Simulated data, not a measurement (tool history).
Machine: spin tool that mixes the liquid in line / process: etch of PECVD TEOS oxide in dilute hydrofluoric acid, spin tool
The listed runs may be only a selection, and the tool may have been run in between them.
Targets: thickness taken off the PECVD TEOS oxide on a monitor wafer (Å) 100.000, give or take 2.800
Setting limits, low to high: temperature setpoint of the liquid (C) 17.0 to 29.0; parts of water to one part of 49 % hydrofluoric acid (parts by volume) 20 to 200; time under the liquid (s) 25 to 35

run,day,temperature setpoint of the liquid (C),parts of water to one part of 49 % hydrofluoric acid (parts by volume),time under the liquid (s),thickness taken off the PECVD TEOS oxide on a monitor wafer (Å)
1,0.000,21.0,110,35,56.185
2,0.304,21.0,75,35,85.219
3,0.538,21.0,75,25,61.102
4,0.750,22.0,75,25,63.835
5,1.004,22.0,55,25,88.611
6,1.196,22.5,55,25,89.553
7,1.342,23.5,55,25,94.950
8,1.492,24.0,55,25,96.373

Pick the move, out of 4, that brings all results within their allowed miss; only one does.
A,1.642,23.5,55,25,?
B,1.642,22.5,55,25,?
C,1.642,25.0,55,25,?
D,1.642,27.0,55,25,?

move,thickness taken off the PECVD TEOS oxide on a monitor wafer (Å)
A,94.881
B,91.040
C,100.890
D,109.360
A: misses by more than the last run did
B: misses by more than the last run did
C: all results land within tolerance of their targets
D: takes the biggest miss from the last run beyond its target
Answer: C
